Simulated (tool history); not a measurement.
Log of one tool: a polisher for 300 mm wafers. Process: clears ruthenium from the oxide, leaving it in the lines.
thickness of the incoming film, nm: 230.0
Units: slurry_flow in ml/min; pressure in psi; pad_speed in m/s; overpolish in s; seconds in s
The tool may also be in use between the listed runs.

run 1 hour=0 | slurry_flow=235 pressure=2.4 pad_speed=1.16 overpolish=8 | seconds=162.17
run 2 hour=1.8 | slurry_flow=235 pressure=2.1 pad_speed=1.16 overpolish=8 | seconds=179.42
run 3 hour=7.9 | slurry_flow=235 pressure=2.1 pad_speed=0.92 overpolish=8 | seconds=217.18
run 4 hour=13.6 | slurry_flow=210 pressure=2.1 pad_speed=0.92 overpolish=8 | seconds=215.75
run 5 hour=16.8 | slurry_flow=210 pressure=2.1 pad_speed=0.92 overpolish=8 | seconds=209.81
run 6 hour=21.1 | slurry_flow=250 pressure=2.1 pad_speed=0.92 overpolish=8 | seconds=215.59
run 7 hour=26.5 | slurry_flow=250 pressure=2.4 pad_speed=0.98 overpolish=8 | seconds=180.04
run 8 hour=33 | slurry_flow=250 pressure=2.7 pad_speed=1 overpolish=8 | seconds=158.46
run 9 hour=36.3 | slurry_flow=250 pressure=2.9 pad_speed=1.02 overpolish=8 | seconds=147.82
run 10 hour=38.1 | slurry_flow=250 pressure=3.1 pad_speed=1.06 overpolish=8 | seconds=132.63
-- hour=43.1 slurry nozzle cleaned
run 11 hour=43.1 | slurry_flow=250 pressure=3.2 pad_speed=1.08 overpolish=8 | seconds=127.57
run 12 hour=47.5 | slurry_flow=250 pressure=3.3 pad_speed=1.1 overpolish=8 | seconds=121.35
run 13 hour=51.7 | slurry_flow=250 pressure=3.4 pad_speed=1.12 overpolish=8 | seconds=121.51
run 14 hour=60 | slurry_flow=255 pressure=3.5 pad_speed=1.14 overpolish=8 | seconds=113.56
run 15 hour=68.9 | slurry_flow=255 pressure=3.5 pad_speed=1.14 overpolish=8 | seconds=112.97
run 16 hour=76.6 | slurry_flow=255 pressure=3.5 pad_speed=1.16 overpolish=8 | seconds=112.18
run 17 hour=83.1 | slurry_flow=255 pressure=3.5 pad_speed=1.18 overpolish=8 | seconds=107.94

Run 18 comes next. What will it give?
run 18 hour=86.2 | slurry_flow=255 pressure=3.5 pad_speed=1.18 overpolish=8 | seconds=?

seconds: 111.46 s
